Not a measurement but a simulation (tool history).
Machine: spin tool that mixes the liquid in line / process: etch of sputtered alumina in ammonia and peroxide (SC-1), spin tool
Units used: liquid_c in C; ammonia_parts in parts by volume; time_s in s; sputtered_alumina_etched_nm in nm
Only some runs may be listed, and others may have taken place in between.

run,hour,liquid_c,ammonia_parts,time_s,sputtered_alumina_etched_nm
1,0,51,0.7,155,8.4895
2,7.1,47.5,0.7,155,7.017
3,11.2,45,0.7,155,6.0801
4,14.3,51.5,0.7,155,8.7854
5,21.6,48,0.7,155,7.279
6,23.6,45.5,0.7,155,6.2661
7,24.5,43.5,0.7,155,5.6032

Run 8 has not been measured yet. What should we expect?
8,28.9,38,0.7,155,?

Run 8 measured sputtered_alumina_etched_nm 4.0862 nm.

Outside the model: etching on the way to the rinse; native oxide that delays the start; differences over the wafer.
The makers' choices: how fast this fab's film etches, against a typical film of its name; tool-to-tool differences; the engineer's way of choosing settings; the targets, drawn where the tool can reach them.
